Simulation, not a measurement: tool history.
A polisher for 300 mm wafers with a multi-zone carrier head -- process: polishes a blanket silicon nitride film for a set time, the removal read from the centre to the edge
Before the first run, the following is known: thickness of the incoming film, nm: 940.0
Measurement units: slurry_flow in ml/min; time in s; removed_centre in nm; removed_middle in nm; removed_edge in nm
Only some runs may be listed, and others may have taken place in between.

run  hour  slurry_flow  centre_zone  middle_zone  edge_zone  time  removed_centre  removed_middle  removed_edge
  1     0          210            1            1          1    57          91.207          90.397        90.572
  2   1.5          210            1            1          1    48          75.112          77.507        75.919
  3   6.3          210         0.97            1          1    48          74.182          74.705        75.792
  4  12.7          210         1.06            1          1    48          81.231          76.897         76.56
  5  20.8          210         1.03         1.03       1.04    52          85.221          84.146         81.71
  6  27.4          210         1.03         1.08       1.04    52          85.281          88.538         81.19
  7  32.9          210         0.99         1.08       1.05    56          88.154          95.457        92.055
  8    38          220         0.98          1.1       1.08    58           89.75          99.605        95.703

For run 9, what comes out?
  9    41          225         0.98         1.11        1.1    60               ?               ?             ?

removed_centre: 95.034 nm
removed_middle: 100.81 nm
removed_edge: 100.11 nm

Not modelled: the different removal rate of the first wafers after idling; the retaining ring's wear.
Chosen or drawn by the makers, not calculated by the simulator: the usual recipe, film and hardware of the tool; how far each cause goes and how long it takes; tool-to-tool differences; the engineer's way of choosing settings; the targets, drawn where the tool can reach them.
